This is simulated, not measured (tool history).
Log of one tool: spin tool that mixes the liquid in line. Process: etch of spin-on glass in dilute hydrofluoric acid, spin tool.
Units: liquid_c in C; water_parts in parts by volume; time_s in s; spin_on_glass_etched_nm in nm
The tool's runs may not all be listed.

{"run": 1, "hour": 0.0, "liquid_c": 21, "water_parts": 125, "time_s": 150, "spin_on_glass_etched_nm": 43.223}
{"run": 2, "hour": 2.6, "liquid_c": 24, "water_parts": 125, "time_s": 150, "spin_on_glass_etched_nm": 49.528}
{"run": 3, "hour": 4.0, "liquid_c": 23, "water_parts": 125, "time_s": 150, "spin_on_glass_etched_nm": 47.729}
{"run": 4, "hour": 11.1, "liquid_c": 25, "water_parts": 125, "time_s": 150, "spin_on_glass_etched_nm": 51.609}
{"hour": 12.3, "done": "thermometer replaced"}
{"run": 5, "hour": 12.3, "liquid_c": 27, "water_parts": 125, "time_s": 150, "spin_on_glass_etched_nm": 53.171}
{"run": 6, "hour": 13.6, "liquid_c": 26, "water_parts": 125, "time_s": 150, "spin_on_glass_etched_nm": 50.941}
{"run": 7, "hour": 15.3, "liquid_c": 25, "water_parts": 125, "time_s": 150, "spin_on_glass_etched_nm": 49.219}

The next listed run, before its measurement:
{"run": 8, "hour": 16.6, "liquid_c": 24, "water_parts": 125, "time_s": 150, "spin_on_glass_etched_nm": "?"}

{"run 8": {"spin_on_glass_etched_nm": 47.903}}

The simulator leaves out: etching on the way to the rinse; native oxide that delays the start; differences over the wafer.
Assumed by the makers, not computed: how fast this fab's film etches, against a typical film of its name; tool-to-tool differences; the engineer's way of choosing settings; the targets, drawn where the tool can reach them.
